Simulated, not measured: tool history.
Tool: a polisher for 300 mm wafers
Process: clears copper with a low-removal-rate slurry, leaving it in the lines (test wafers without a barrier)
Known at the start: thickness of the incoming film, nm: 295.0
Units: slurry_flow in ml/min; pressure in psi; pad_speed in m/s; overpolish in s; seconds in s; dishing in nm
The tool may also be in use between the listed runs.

run	day	slurry_flow	pressure	pad_speed	slurry_solids	overpolish	seconds	dishing
1	0	295	2.6	1.2	1	28	88.114	56.465
2	0.35	295	2.6	1.2	1	20	90.636	43.279
3	0.429	295	2	1.2	1	20	114.73	35.582
4	0.554	295	1.4	1.2	1	20	159.72	25.298
5	0.733	295	1.8	1.2	1	24	123.77	37.09
6	1.029	295	2	1.2	1	27	116.41	43.779
7	1.375	295	2.2	1.2	1	29	104.53	50.11
8	1.404	295	2.4	1.2	1	31	95.366	58.599

Run 9 comes next. What will it give?
9	1.512	295	2.5	1.2	1	32	?	?

seconds: 91.222 s
dishing: 59.77 nm
